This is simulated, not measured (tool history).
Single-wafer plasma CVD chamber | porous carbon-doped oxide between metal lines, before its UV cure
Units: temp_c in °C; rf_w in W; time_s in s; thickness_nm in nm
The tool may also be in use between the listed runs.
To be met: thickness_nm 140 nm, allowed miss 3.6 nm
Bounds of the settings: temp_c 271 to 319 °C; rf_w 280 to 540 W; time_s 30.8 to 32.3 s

run	hour	temp_c	rf_w	time_s	thickness_nm
1	0	295	410	32.3	160.34
2	6.9	295	460	32.3	173.65
3	10.9	299	445	32.1	165.23
4	19.6	299	445	32.3	165.43
# hour 20.5: thermocouple changed; heater temperature recalibrated
5	20.5	294	445	32.3	169.02
6	25.8	302	445	32.3	160.07
7	28.7	306	440	32.3	154.97
8	35.9	309	435	32.3	152.31
9	44.6	311	430	32.2	147.96
10	52.7	313	430	32.2	145.92
11	61.1	314	430	32.2	145.62
12	68.5	315	430	32.2	144.81

5 next moves are on the table. One of them brings every result within its allowed miss. Which?
A	75.9	319	425	30.8	?
B	75.9	309	375	31.4	?
C	75.9	315	405	30.8	?
D	75.9	315	425	31.1	?
E	75.9	302	425	31.1	?

move	thickness_nm
A	134.55
B	132.6
C	132.91
D	138.82
E	149.53
A: takes the result that was furthest off past its target
B: takes the result that was furthest off past its target
C: takes the result that was furthest off past its target
D: meets every target
E: further off than the last run
The right move is D.
